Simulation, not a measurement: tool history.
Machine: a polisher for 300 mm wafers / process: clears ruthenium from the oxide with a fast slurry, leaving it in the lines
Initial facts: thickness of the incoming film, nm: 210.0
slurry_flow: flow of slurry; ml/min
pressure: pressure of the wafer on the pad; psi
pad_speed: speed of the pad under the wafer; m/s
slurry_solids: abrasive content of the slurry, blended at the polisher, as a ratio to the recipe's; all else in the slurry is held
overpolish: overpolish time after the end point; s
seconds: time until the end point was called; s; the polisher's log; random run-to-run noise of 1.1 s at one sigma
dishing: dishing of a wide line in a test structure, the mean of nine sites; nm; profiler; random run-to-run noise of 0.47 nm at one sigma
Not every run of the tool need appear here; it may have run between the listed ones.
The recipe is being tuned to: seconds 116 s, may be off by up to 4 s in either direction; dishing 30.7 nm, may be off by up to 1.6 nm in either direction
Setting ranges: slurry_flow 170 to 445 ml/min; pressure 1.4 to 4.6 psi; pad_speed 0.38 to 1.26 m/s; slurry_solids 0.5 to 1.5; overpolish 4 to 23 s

| run | hour | slurry_flow | pressure | pad_speed | slurry_solids | overpolish | seconds | dishing |
|---|---|---|---|---|---|---|---|---|
| 1 | 0 | 285 | 3 | 0.82 | 1 | 12 | 65.707 | 32.256 |
| 2 | 4.7 | 285 | 2.6 | 0.82 | 1 | 13 | 75.548 | 31.527 |
| 3 | 6.9 | 285 | 2.6 | 0.66 | 1 | 13 | 92.135 | 25.985 |
| 4 | 14 | 335 | 2.6 | 0.66 | 1 | 13 | 92.879 | 26.21 |
|  | 16.8 | worn pad replaced by a new one |
| 5 | 16.8 | 335 | 2.4 | 0.66 | 1 | 14 | 89.686 | 28.538 |
| 6 | 25.7 | 335 | 2.4 | 0.48 | 1 | 14 | 123.32 | 20.29 |
| 7 | 29.2 | 325 | 2.6 | 0.5 | 0.95 | 20 | 110.99 | 31.569 |
| 8 | 31.2 | 320 | 2.6 | 0.5 | 0.95 | 20 | 110.85 | 31.684 |

Next run, 4 choices. One meets every target within its allowed miss, the rest don't. Which?
| A | 33.2 | 345 | 2.6 | 0.5 | 1 | 22 | ? | ? |
| B | 33.2 | 325 | 2.1 | 0.56 | 1.05 | 20 | ? | ? |
| C | 33.2 | 295 | 2.7 | 0.56 | 0.75 | 22 | ? | ? |
| D | 33.2 | 300 | 2.7 | 0.5 | 0.95 | 19 | ? | ? |

| move | seconds | dishing |
|---|---|---|
| A | 107.05 | 35.563 |
| B | 115.32 | 30.523 |
| C | 114.34 | 33.527 |
| D | 107.81 | 30.973 |
A: lands further from the targets than the last run did
B: meets every target
C: the worst result of the last run now meets its target, but another is out of spec
D: lands further from the targets than the last run did
The right move is B.

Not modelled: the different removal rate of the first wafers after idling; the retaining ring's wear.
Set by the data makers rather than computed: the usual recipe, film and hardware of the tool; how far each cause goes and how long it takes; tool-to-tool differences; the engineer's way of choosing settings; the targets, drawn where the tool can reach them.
